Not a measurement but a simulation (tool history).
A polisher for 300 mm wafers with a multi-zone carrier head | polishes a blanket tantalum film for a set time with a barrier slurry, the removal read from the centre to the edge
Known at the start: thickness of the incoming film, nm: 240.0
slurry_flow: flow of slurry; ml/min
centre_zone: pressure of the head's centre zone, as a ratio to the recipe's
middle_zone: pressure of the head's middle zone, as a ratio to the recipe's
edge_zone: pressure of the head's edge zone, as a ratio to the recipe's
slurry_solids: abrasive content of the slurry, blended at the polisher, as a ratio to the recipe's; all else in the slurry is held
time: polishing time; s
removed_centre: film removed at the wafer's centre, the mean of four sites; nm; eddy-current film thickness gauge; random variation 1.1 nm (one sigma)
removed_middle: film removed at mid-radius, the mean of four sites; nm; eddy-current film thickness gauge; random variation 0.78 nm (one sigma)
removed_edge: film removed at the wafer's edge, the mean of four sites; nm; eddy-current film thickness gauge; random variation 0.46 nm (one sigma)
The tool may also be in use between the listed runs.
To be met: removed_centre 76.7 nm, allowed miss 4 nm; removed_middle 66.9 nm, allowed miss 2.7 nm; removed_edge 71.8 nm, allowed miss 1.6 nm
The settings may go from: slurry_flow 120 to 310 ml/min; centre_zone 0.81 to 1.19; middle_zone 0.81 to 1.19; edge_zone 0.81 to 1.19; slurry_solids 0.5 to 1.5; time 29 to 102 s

{"run": 1, "day": 0.0, "slurry_flow": 200, "centre_zone": 1, "middle_zone": 1, "edge_zone": 1, "slurry_solids": 1, "time": 65, "removed_centre": 57.03, "removed_middle": 62.822, "removed_edge": 61.88}
{"run": 2, "day": 0.192, "slurry_flow": 200, "centre_zone": 1, "middle_zone": 1, "edge_zone": 1, "slurry_solids": 1.15, "time": 65, "removed_centre": 58.017, "removed_middle": 63.878, "removed_edge": 63.526}
{"run": 3, "day": 0.333, "slurry_flow": 205, "centre_zone": 1.02, "middle_zone": 1, "edge_zone": 1.01, "slurry_solids": 1.15, "time": 65, "removed_centre": 58.499, "removed_middle": 65.015, "removed_edge": 64.313}
{"run": 4, "day": 0.646, "slurry_flow": 255, "centre_zone": 1.02, "middle_zone": 1, "edge_zone": 1.01, "slurry_solids": 1.15, "time": 65, "removed_centre": 59.311, "removed_middle": 66.244, "removed_edge": 64.38}
{"run": 5, "day": 0.688, "slurry_flow": 255, "centre_zone": 1.04, "middle_zone": 0.99, "edge_zone": 1.01, "slurry_solids": 1.2, "time": 65, "removed_centre": 62.329, "removed_middle": 65.182, "removed_edge": 65.162}
{"day": 0.929, "done": "centre zone pressure recalibrated"}
{"run": 6, "day": 0.929, "slurry_flow": 255, "centre_zone": 1.06, "middle_zone": 0.99, "edge_zone": 1.02, "slurry_solids": 1.25, "time": 65, "removed_centre": 72.063, "removed_middle": 67.171, "removed_edge": 66.38}
{"run": 7, "day": 1.225, "slurry_flow": 255, "centre_zone": 1.06, "middle_zone": 0.99, "edge_zone": 1.03, "slurry_solids": 1.25, "time": 65, "removed_centre": 70.954, "removed_middle": 65.986, "removed_edge": 67.062}
{"run": 8, "day": 1.412, "slurry_flow": 255, "centre_zone": 1.06, "middle_zone": 0.99, "edge_zone": 1.04, "slurry_solids": 1.25, "time": 65, "removed_centre": 72.541, "removed_middle": 66.058, "removed_edge": 67.235}
{"run": 9, "day": 1.471, "slurry_flow": 255, "centre_zone": 1.06, "middle_zone": 0.99, "edge_zone": 1.05, "slurry_solids": 1.25, "time": 65, "removed_centre": 72.803, "removed_middle": 66.262, "removed_edge": 66.937}
{"run": 10, "day": 1.779, "slurry_flow": 255, "centre_zone": 1.05, "middle_zone": 0.99, "edge_zone": 1.06, "slurry_solids": 1.25, "time": 65, "removed_centre": 72.606, "removed_middle": 65.489, "removed_edge": 67.098}
{"run": 11, "day": 1.921, "slurry_flow": 255, "centre_zone": 1.04, "middle_zone": 0.99, "edge_zone": 1.06, "slurry_solids": 1.25, "time": 65, "removed_centre": 70.448, "removed_middle": 66.547, "removed_edge": 66.777}
{"run": 12, "day": 2.171, "slurry_flow": 255, "centre_zone": 1.04, "middle_zone": 0.98, "edge_zone": 1.06, "slurry_solids": 1.25, "time": 65, "removed_centre": 71.9, "removed_middle": 66.182, "removed_edge": 67.2}
{"run": 13, "day": 2.375, "slurry_flow": 255, "centre_zone": 1.03, "middle_zone": 0.97, "edge_zone": 1.06, "slurry_solids": 1.25, "time": 65, "removed_centre": 69.315, "removed_middle": 64.918, "removed_edge": 67.106}
{"run": 14, "day": 2.662, "slurry_flow": 255, "centre_zone": 1.03, "middle_zone": 0.97, "edge_zone": 1.07, "slurry_solids": 1.25, "time": 65, "removed_centre": 70.546, "removed_middle": 65.542, "removed_edge": 67.882}
{"run": 15, "day": 2.883, "slurry_flow": 255, "centre_zone": 1.03, "middle_zone": 0.97, "edge_zone": 1.08, "slurry_solids": 1.25, "time": 65, "removed_centre": 69.689, "removed_middle": 65.485, "removed_edge": 68.088}
{"run": 16, "day": 3.25, "slurry_flow": 255, "centre_zone": 1.03, "middle_zone": 0.97, "edge_zone": 1.09, "slurry_solids": 1.25, "time": 65, "removed_centre": 71.113, "removed_middle": 63.358, "removed_edge": 67.946}
{"run": 17, "day": 3.454, "slurry_flow": 255, "centre_zone": 1.02, "middle_zone": 0.98, "edge_zone": 1.11, "slurry_solids": 1.3, "time": 66, "removed_centre": 71.502, "removed_middle": 68.092, "removed_edge": 70.604}

5 next moves are on the table. One of them brings every result within its allowed miss. Which?
{"run": "A", "day": 3.658, "slurry_flow": 235, "centre_zone": 0.95, "middle_zone": 0.94, "edge_zone": 1.14, "slurry_solids": 1.3, "time": 67, "removed_centre": "?", "removed_middle": "?", "removed_edge": "?"}
{"run": "B", "day": 3.658, "slurry_flow": 235, "centre_zone": 1.06, "middle_zone": 0.96, "edge_zone": 1.12, "slurry_solids": 1.35, "time": 67, "removed_centre": "?", "removed_middle": "?", "removed_edge": "?"}
{"run": "C", "day": 3.658, "slurry_flow": 250, "centre_zone": 1.17, "middle_zone": 1.02, "edge_zone": 1.07, "slurry_solids": 1.25, "time": 65, "removed_centre": "?", "removed_middle": "?", "removed_edge": "?"}
{"run": "D", "day": 3.658, "slurry_flow": 215, "centre_zone": 1.07, "middle_zone": 1.03, "edge_zone": 1.1, "slurry_solids": 1.5, "time": 63, "removed_centre": "?", "removed_middle": "?", "removed_edge": "?"}
{"run": "E", "day": 3.658, "slurry_flow": 245, "centre_zone": 0.98, "middle_zone": 0.96, "edge_zone": 1.11, "slurry_solids": 1.4, "time": 66, "removed_centre": "?", "removed_middle": "?", "removed_edge": "?"}

move=A removed_centre=66.748 removed_middle=65.253 removed_edge=71.065
move=B removed_centre=75.114 removed_middle=66.88 removed_edge=71.085
move=C removed_centre=79.843 removed_middle=67.627 removed_edge=66.975
move=D removed_centre=72.034 removed_middle=67.455 removed_edge=67.19
move=E removed_centre=69.189 removed_middle=66.671 removed_edge=70.508
A: further off than the last run
B: meets every target
C: brings the result that was furthest off to its target, and leaves another outside
D: further off than the last run
E: further off than the last run
Move B is the one to make.
